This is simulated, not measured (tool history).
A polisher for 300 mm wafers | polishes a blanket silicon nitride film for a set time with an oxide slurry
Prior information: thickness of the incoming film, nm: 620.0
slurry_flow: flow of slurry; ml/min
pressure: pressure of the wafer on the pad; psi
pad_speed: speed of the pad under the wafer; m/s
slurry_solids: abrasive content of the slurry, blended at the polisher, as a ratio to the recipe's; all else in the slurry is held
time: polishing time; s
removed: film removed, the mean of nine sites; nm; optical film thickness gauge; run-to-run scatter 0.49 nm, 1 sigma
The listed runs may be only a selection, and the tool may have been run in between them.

run,hour,slurry_flow,pressure,pad_speed,slurry_solids,time,removed
1,0,300,4.9,1.3,1,51,57.65
2,2.1,300,5,1.3,1,51,59.371
3,5.2,300,4.2,1.3,1,51,50.821
4,9.1,300,4.2,1.3,1,53,53.875
5,14.6,300,4.3,1.3,1,53,54.209
6,16.4,300,4.4,1.3,1,53,55.698
7,22.3,300,4.5,1.3,1,53,56.135
8,23.5,300,4.6,1.3,1,53,57.855
9,25.1,300,4.7,1.3,1,53,58.466
10,31.8,300,4.8,1.3,1,53,59.751
11,35.8,300,4.9,1.3,1,53,61.419
12,43.9,300,4.9,1.3,1,53,60.863

Run 13 comes next. What will it give?
13,49.1,300,5,1.3,1,53,?

removed: 61.71 nm
